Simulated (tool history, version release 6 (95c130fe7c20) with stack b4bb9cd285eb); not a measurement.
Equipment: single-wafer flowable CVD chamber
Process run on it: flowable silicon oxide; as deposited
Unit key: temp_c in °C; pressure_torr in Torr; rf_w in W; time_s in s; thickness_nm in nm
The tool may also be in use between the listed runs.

run	hour	temp_c	pressure_torr	rf_w	time_s	thickness_nm
1	0.0	95	0.812	1750	259	156.90
2	2.7	99	0.812	1750	259	139.81
3	5.1	103	0.812	1750	259	123.82
4	11.9	93	0.812	1750	259	165.20
5	15.1	93	0.889	1750	259	181.23
# hour 17.3: capacitance manometer re-zeroed and calibrated
6	17.3	93	0.889	1750	246	182.90
7	18.8	99	0.889	1750	246	154.92
8	26.3	104	0.889	1750	246	132.52
9	33.0	107	0.889	1750	246	122.53
10	35.6	110	0.889	1750	246	111.71

Run 11 is up next; what results do you expect?
11	37.0	112	0.889	1750	246	?

thickness_nm: 105.49 nm

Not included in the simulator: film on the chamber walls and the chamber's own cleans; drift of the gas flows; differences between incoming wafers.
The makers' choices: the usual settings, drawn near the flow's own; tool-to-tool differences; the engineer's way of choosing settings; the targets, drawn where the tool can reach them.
